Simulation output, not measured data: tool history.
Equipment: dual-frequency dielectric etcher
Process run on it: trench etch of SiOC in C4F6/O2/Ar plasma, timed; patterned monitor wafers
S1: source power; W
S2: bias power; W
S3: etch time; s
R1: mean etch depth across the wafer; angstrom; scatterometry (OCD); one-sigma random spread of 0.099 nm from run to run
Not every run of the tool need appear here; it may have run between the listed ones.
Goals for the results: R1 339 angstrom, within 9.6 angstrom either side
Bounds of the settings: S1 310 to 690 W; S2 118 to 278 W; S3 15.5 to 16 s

{"run": 1, "hour": 0.0, "S1": 500, "S2": 198, "S3": 15.5, "R1": 386.04}
{"run": 2, "hour": 3.3, "S1": 460, "S2": 198, "S3": 15.5, "R1": 367.86}
{"run": 3, "hour": 7.7, "S1": 450, "S2": 197, "S3": 15.5, "R1": 362.54}
{"run": 4, "hour": 9.3, "S1": 450, "S2": 179, "S3": 15.5, "R1": 350.25}
{"run": 5, "hour": 12.9, "S1": 490, "S2": 179, "S3": 15.5, "R1": 366.08}
{"run": 6, "hour": 16.3, "S1": 480, "S2": 178, "S3": 15.5, "R1": 362.89}
{"run": 7, "hour": 18.2, "S1": 470, "S2": 177, "S3": 15.5, "R1": 356.44}
{"run": 8, "hour": 22.7, "S1": 460, "S2": 176, "S3": 15.5, "R1": 351.54}

Which one of the following 4 next-run settings gets every result inside its allowed miss? There is exactly one.
{"run": "A", "hour": 27.2, "S1": 480, "S2": 174, "S3": 16, "R1": "?"}
{"run": "B", "hour": 27.2, "S1": 490, "S2": 162, "S3": 16, "R1": "?"}
{"run": "C", "hour": 27.2, "S1": 510, "S2": 156, "S3": 15.5, "R1": "?"}
{"run": "D", "hour": 27.2, "S1": 420, "S2": 178, "S3": 15.5, "R1": "?"}

move=A R1=372.47
move=B R1=366.73
move=C R1=358.15
move=D R1=336.95
A: further off than the last run
B: further off than the last run
C: further off than the last run
D: meets every target
The right move is D.
